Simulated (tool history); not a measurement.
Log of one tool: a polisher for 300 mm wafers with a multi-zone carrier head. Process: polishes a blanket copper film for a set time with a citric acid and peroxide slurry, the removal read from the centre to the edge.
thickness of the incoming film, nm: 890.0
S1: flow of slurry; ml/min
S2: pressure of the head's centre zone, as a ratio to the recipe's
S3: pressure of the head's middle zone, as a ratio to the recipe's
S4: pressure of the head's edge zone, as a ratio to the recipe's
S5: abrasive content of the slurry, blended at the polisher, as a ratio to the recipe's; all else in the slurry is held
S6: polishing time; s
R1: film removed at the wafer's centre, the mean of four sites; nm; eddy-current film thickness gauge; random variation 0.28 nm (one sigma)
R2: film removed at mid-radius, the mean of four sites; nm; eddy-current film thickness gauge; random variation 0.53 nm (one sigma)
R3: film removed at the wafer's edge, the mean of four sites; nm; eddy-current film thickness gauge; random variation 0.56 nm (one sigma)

run,hour,S1,S2,S3,S4,S5,S6,R1,R2,R3
1,0.0,300,1.00,1.00,1.00,1.00,49,97.262,95.875,97.329
2,6.9,300,1.00,1.00,1.04,1.00,49,98.614,94.970,100.320
3,9.2,370,1.00,1.00,1.04,1.00,49,101.000,95.940,101.420
4,11.8,305,1.00,1.00,1.04,1.00,49,97.730,98.608,100.440
5,13.4,305,1.00,1.00,1.04,0.85,49,93.948,93.720,97.206
6,21.5,305,1.07,1.00,1.04,0.85,49,100.690,90.831,97.829
7,26.8,305,1.07,1.00,1.04,0.85,49,99.905,91.686,94.814
8,29.5,295,1.06,0.98,1.02,0.80,46,91.861,82.408,87.933
9,31.4,210,0.96,0.95,0.92,0.55,32,51.909,49.375,51.186
10,37.6,210,0.95,0.94,0.91,0.55,32,51.438,49.575,51.144
11,41.3,205,0.94,0.93,0.90,0.55,32,49.830,49.388,51.180
12,43.9,255,0.94,0.84,0.87,0.50,26,41.147,36.906,41.492

Forecast run 13:
13,48.7,255,0.94,0.85,0.88,0.50,26,?,?,?

{"run 13": {"R1": 40.785, "R2": 38.27, "R3": 41.437}}
